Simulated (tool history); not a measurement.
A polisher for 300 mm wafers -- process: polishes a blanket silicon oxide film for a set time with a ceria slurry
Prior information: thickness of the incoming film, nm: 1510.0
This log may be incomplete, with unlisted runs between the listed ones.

| run | hour | flow of slurry (ml/min) | pressure of the wafer on the pad (psi) | speed of the pad under the wafer (cm/s) | polishing time (s) | film removed (Å) |
|---|---|---|---|---|---|---|
| 1 | 0.0 | 305 | 2.2 | 102 | 22 | 738.77 |
| 2 | 6.9 | 305 | 2.2 | 102 | 22 | 728.31 |
| 3 | 8.9 | 305 | 2.2 | 116 | 22 | 807.62 |
| 4 | 11.9 | 305 | 2.2 | 100 | 22 | 722.76 |
| 5 | 15.4 | 305 | 2.7 | 100 | 22 | 829.35 |
| 6 | 21.9 | 305 | 2.3 | 100 | 22 | 733.89 |

Run 7 is up next; what results do you expect?
| 7 | 28.4 | 305 | 2.2 | 100 | 22 | ? |

Run 7 gave film removed (Å) 736.23.
